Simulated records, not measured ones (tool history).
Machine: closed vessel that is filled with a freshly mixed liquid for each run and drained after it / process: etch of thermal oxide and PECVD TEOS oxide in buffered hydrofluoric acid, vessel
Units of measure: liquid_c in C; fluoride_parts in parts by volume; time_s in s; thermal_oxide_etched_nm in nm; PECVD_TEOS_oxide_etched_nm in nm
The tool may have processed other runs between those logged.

| run | hour | liquid_c | fluoride_parts | time_s | thermal_oxide_etched_nm | PECVD_TEOS_oxide_etched_nm |
|---|---|---|---|---|---|---|
| 1 | 0.0 | 22.0 | 11.0 | 60 | 54.183 | 90.315 |
| 2 | 2.7 | 23.5 | 11.0 | 60 | 58.865 | 98.277 |
| 3 | 4.8 | 23.5 | 14.0 | 60 | 46.036 | 77.692 |
| 4 | 8.9 | 23.5 | 15.5 | 60 | 41.806 | 70.552 |
| 5 | 11.8 | 23.5 | 15.5 | 75 | 52.243 | 87.638 |
| 6 | 14.9 | 23.5 | 14.0 | 75 | 57.957 | 96.900 |
| 7 | 24.1 | 22.0 | 15.0 | 70 | 46.506 | 78.145 |
| 8 | 32.6 | 20.5 | 16.0 | 70 | 40.051 | 67.171 |
| 9 | 40.2 | 19.5 | 16.5 | 70 | 36.951 | 61.982 |
| 10 | 48.4 | 19.0 | 17.0 | 70 | 34.794 | 58.173 |
| 11 | 51.7 | 19.0 | 17.0 | 70 | 34.610 | 57.899 |
| 12 | 54.9 | 18.5 | 17.5 | 70 | 32.719 | 54.838 |
| 13 | 60.5 | 18.0 | 17.5 | 70 | 31.928 | 53.784 |
| 14 | 68.6 | 17.5 | 17.5 | 70 | 30.985 | 51.995 |

Expected results for the next run?
| 15 | 75.7 | 17.0 | 18.0 | 65 | ? | ? |

For run 15 the tool returned thermal_oxide_etched_nm 27.074 nm, PECVD_TEOS_oxide_etched_nm 45.354 nm.
